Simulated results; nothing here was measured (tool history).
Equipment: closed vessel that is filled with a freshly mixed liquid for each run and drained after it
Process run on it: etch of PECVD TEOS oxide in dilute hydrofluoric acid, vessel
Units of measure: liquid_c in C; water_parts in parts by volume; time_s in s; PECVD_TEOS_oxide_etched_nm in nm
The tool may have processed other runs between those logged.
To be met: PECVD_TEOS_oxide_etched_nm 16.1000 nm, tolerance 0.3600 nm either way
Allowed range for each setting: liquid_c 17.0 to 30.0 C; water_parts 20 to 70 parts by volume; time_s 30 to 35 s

{"run": 1, "hour": 0.0, "liquid_c": 22.0, "water_parts": 40, "time_s": 35, "PECVD_TEOS_oxide_etched_nm": 9.5085}
{"run": 2, "hour": 3.1, "liquid_c": 24.0, "water_parts": 40, "time_s": 35, "PECVD_TEOS_oxide_etched_nm": 10.328}
{"run": 3, "hour": 8.1, "liquid_c": 24.0, "water_parts": 40, "time_s": 30, "PECVD_TEOS_oxide_etched_nm": 8.8591}
{"run": 4, "hour": 8.9, "liquid_c": 27.0, "water_parts": 40, "time_s": 30, "PECVD_TEOS_oxide_etched_nm": 10.037}
{"run": 5, "hour": 17.7, "liquid_c": 27.0, "water_parts": 40, "time_s": 30, "PECVD_TEOS_oxide_etched_nm": 10.067}
{"run": 6, "hour": 21.6, "liquid_c": 24.5, "water_parts": 40, "time_s": 30, "PECVD_TEOS_oxide_etched_nm": 9.0996}
{"hour": 26.9, "done": "hydrofluoric acid flow meter replaced"}
{"run": 7, "hour": 26.9, "liquid_c": 26.0, "water_parts": 35, "time_s": 30, "PECVD_TEOS_oxide_etched_nm": 9.9771}
{"run": 8, "hour": 29.9, "liquid_c": 27.0, "water_parts": 30, "time_s": 30, "PECVD_TEOS_oxide_etched_nm": 12.221}
{"run": 9, "hour": 35.9, "liquid_c": 27.0, "water_parts": 30, "time_s": 30, "PECVD_TEOS_oxide_etched_nm": 12.246}
{"run": 10, "hour": 41.3, "liquid_c": 27.0, "water_parts": 30, "time_s": 30, "PECVD_TEOS_oxide_etched_nm": 12.147}
{"run": 11, "hour": 44.7, "liquid_c": 27.0, "water_parts": 30, "time_s": 30, "PECVD_TEOS_oxide_etched_nm": 12.146}
{"run": 12, "hour": 50.4, "liquid_c": 28.0, "water_parts": 25, "time_s": 30, "PECVD_TEOS_oxide_etched_nm": 15.401}
{"run": 13, "hour": 53.6, "liquid_c": 28.5, "water_parts": 25, "time_s": 30, "PECVD_TEOS_oxide_etched_nm": 15.66}

Exercise: of the 4 proposed moves below, exactly one satisfies all targets within the stated allowed misses. Which move is it?
{"run": "A", "hour": 56.8, "liquid_c": 27.5, "water_parts": 25, "time_s": 30, "PECVD_TEOS_oxide_etched_nm": "?"}
{"run": "B", "hour": 56.8, "liquid_c": 25.0, "water_parts": 20, "time_s": 30, "PECVD_TEOS_oxide_etched_nm": "?"}
{"run": "C", "hour": 56.8, "liquid_c": 26.5, "water_parts": 25, "time_s": 35, "PECVD_TEOS_oxide_etched_nm": "?"}
{"run": "D", "hour": 56.8, "liquid_c": 29.0, "water_parts": 25, "time_s": 30, "PECVD_TEOS_oxide_etched_nm": "?"}

move=A PECVD_TEOS_oxide_etched_nm=15.1090
move=B PECVD_TEOS_oxide_etched_nm=17.1510
move=C PECVD_TEOS_oxide_etched_nm=16.9170
move=D PECVD_TEOS_oxide_etched_nm=16.0620
A: moves away from the targets compared with the last run
B: takes the result that was furthest off past its target
C: takes the result that was furthest off past its target
D: meets every target
Answer: D

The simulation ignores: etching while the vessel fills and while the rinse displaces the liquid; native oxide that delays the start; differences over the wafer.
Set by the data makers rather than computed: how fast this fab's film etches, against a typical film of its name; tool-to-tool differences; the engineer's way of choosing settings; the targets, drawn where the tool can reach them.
